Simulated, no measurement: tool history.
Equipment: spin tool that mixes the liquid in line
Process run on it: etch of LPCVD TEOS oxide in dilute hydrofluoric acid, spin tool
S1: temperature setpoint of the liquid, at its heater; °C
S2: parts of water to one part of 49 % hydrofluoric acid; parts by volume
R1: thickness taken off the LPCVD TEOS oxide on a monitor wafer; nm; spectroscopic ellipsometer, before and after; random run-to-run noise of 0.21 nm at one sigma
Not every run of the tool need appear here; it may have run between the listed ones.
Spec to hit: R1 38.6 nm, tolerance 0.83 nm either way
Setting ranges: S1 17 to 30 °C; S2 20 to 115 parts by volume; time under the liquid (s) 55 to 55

Run 1, hour 0: S1 22 °C, S2 65 parts by volume, time under the liquid (s) 55. Result: R1 24.579 nm.
Run 2, hour 8.1: S1 22 °C, S2 65 parts by volume, time under the liquid (s) 55. Result: R1 24.431 nm.
Run 3, hour 12.3: S1 23 °C, S2 65 parts by volume, time under the liquid (s) 55. Result: R1 25.298 nm.
Run 4, hour 17.2: S1 24 °C, S2 65 parts by volume, time under the liquid (s) 55. Result: R1 26.517 nm.
Run 5, hour 21.5: S1 24.5 °C, S2 65 parts by volume, time under the liquid (s) 55. Result: R1 27.006 nm.
Run 6, hour 28.6: S1 25 °C, S2 65 parts by volume, time under the liquid (s) 55. Result: R1 27.695 nm.
Run 7, hour 33.3: S1 25.5 °C, S2 65 parts by volume, time under the liquid (s) 55. Result: R1 28.025 nm.
Run 8, hour 42: S1 26 °C, S2 65 parts by volume, time under the liquid (s) 55. Result: R1 28.721 nm.
At hour 45: hydrofluoric acid flow meter replaced.
Run 9, hour 45: S1 30 °C, S2 55 parts by volume, time under the liquid (s) 55. Result: R1 45.056 nm.
Run 10, hour 51.6: S1 29.5 °C, S2 55 parts by volume, time under the liquid (s) 55. Result: R1 44.358 nm.
Run 11, hour 52.4: S1 29 °C, S2 55 parts by volume, time under the liquid (s) 55. Result: R1 44.048 nm.
Run 12, hour 56.4: S1 28.5 °C, S2 55 parts by volume, time under the liquid (s) 55. Result: R1 42.626 nm.
Run 13, hour 57.9: S1 27.5 °C, S2 55 parts by volume, time under the liquid (s) 55. Result: R1 41.207 nm.
Run 14, hour 62.8: S1 27.5 °C, S2 55 parts by volume, time under the liquid (s) 55. Result: R1 41.008 nm.
Run 15, hour 69: S1 27 °C, S2 55 parts by volume, time under the liquid (s) 55. Result: R1 40.465 nm.

Of the 5 settings listed for the next run, only one would bring every result within its allowed miss of target. Which one?
Run A, hour 75.2: S1 28.5 °C, S2 60 parts by volume, time under the liquid (s) 55. Result: R1 ?.
Run B, hour 75.2: S1 20 °C, S2 40 parts by volume, time under the liquid (s) 55. Result: R1 ?.
Run C, hour 75.2: S1 30 °C, S2 60 parts by volume, time under the liquid (s) 55. Result: R1 ?.
Run D, hour 75.2: S1 28.5 °C, S2 55 parts by volume, time under the liquid (s) 55. Result: R1 ?.
Run E, hour 75.2: S1 26.5 °C, S2 50 parts by volume, time under the liquid (s) 55. Result: R1 ?.

move      R1
   A  38.792
   B  42.152
   C  41.136
   D   42.63
   E  43.605
A: each result inside its tolerance
B: moves away from the targets compared with the last run
C: moves away from the targets compared with the last run
D: moves away from the targets compared with the last run
E: moves away from the targets compared with the last run
So the answer is move A, the one that meets all the targets.
